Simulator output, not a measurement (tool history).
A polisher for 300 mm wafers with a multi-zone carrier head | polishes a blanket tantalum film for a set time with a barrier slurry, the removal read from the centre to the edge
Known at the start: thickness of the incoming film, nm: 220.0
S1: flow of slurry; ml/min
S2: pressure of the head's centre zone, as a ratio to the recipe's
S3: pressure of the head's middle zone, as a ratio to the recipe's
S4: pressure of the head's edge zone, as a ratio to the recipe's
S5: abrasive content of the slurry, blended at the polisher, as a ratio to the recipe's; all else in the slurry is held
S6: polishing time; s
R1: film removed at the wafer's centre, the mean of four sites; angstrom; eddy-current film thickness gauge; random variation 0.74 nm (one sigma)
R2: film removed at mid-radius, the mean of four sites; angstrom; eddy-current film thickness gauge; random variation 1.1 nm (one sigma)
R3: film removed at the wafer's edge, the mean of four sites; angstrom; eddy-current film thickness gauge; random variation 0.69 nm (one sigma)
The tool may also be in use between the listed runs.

run    day   S1    S2    S3    S4    S5  S6      R1      R2      R3
  1      0  160     1     1     1     1  54  878.04  906.04  873.84
  2   0.15  160  0.92     1     1     1  54  812.66  909.61  863.99
  3  0.238  160  0.92  1.01  0.98  0.95  53  773.54  871.04  844.89
  4  0.579  160  0.92  1.01  1.06  0.95  53  770.99  879.17  869.12
  5  0.638  160  0.92  1.01  1.12  0.95  53  786.97  885.66  912.56
  6  0.867  160  0.93  1.02  1.08   0.9  52  769.15  853.58  875.52
  7  1.021  160  0.93  1.02  1.04  0.95  51  763.64   842.4  845.96
  8  1.146  160  0.93  1.02  1.01     1  49  729.38  800.76  813.52

The next listed run, before its measurement:
  9  1.262  150  0.93   1  0.98  0.95  50   ?   ?   ?

Run 9 gave R1 750.49 angstrom, R2 812.82 angstrom, R3 812.3 angstrom.

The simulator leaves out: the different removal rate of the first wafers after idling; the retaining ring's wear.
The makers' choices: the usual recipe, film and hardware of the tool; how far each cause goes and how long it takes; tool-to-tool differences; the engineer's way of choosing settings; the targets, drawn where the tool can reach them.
